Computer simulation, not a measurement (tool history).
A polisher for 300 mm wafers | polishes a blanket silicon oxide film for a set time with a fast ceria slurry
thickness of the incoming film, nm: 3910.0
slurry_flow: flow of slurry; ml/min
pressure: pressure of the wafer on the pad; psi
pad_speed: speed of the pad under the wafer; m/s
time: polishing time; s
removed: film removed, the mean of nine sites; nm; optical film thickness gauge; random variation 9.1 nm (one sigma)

Run 1, hour 0: slurry_flow 160 ml/min, pressure 2.8 psi, pad_speed 1.14 m/s, time 50 s. Result: removed 1044.4 nm.
Run 2, hour 5.7: slurry_flow 160 ml/min, pressure 2.8 psi, pad_speed 1.14 m/s, time 50 s. Result: removed 1036.4 nm.
Run 3, hour 7.4: slurry_flow 160 ml/min, pressure 2.8 psi, pad_speed 1.24 m/s, time 50 s. Result: removed 1127.9 nm.
Run 4, hour 14.2: slurry_flow 160 ml/min, pressure 2.5 psi, pad_speed 1.24 m/s, time 50 s. Result: removed 1026.7 nm.
Run 5, hour 16.8: slurry_flow 160 ml/min, pressure 2.2 psi, pad_speed 1.24 m/s, time 50 s. Result: removed 899.68 nm.
Run 6, hour 17.5: slurry_flow 160 ml/min, pressure 2.9 psi, pad_speed 1.24 m/s, time 50 s. Result: removed 1177.2 nm.
Run 7, hour 25.2: slurry_flow 160 ml/min, pressure 2.5 psi, pad_speed 1.24 m/s, time 50 s. Result: removed 1025.2 nm.
Run 8, hour 32.1: slurry_flow 160 ml/min, pressure 2.3 psi, pad_speed 1.24 m/s, time 50 s. Result: removed 957.39 nm.

The next listed run, before its measurement:
Run 9, hour 37.5: slurry_flow 160 ml/min, pressure 2.1 psi, pad_speed 1.24 m/s, time 50 s. Result: removed ?.

{"run 9": {"removed": 867.81}}
